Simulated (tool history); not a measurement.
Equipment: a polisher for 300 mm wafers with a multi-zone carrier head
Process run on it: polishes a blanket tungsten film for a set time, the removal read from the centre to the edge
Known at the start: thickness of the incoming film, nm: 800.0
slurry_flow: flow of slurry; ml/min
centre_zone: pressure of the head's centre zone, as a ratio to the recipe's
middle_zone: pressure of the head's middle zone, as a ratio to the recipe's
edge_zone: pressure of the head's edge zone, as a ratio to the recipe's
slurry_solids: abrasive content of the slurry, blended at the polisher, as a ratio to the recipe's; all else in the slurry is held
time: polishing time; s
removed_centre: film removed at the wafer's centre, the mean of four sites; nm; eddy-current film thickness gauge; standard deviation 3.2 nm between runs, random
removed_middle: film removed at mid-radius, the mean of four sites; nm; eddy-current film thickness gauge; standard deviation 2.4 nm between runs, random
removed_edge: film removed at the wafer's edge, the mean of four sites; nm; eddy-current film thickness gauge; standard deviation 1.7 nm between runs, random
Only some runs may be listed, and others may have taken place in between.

run    day  slurry_flow  centre_zone  middle_zone  edge_zone  slurry_solids  time  removed_centre  removed_middle  removed_edge
  1  0.000          125         1.00         1.00       1.00           1.00    60          288.17          275.72        298.36
  2  0.254          125         0.94         1.00       1.00           1.00    60          266.12          280.52        291.75
  3  0.521          125         0.94         1.00       1.00           1.00    54          229.17          252.30        266.04
  4  0.783          125         0.98         1.02       0.96           0.90    52          234.33          242.87        246.02
  5  1.025          120         0.99         1.02       0.93           0.80    51          230.81          229.94        231.52
  6  1.062          140         0.99         1.02       0.93           0.80    51          232.22          236.94        237.90
     1.333  -- edge zone pressure recalibrated
  7  1.333          130         1.00         1.02       0.90           0.75    51          229.83          232.02        221.46

What does the tool deliver on the next run?
  8  1.417          125         1.00         1.00       0.89           0.75    51               ?               ?             ?

removed_centre: 226.00 nm
removed_middle: 223.98 nm
removed_edge: 215.31 nm
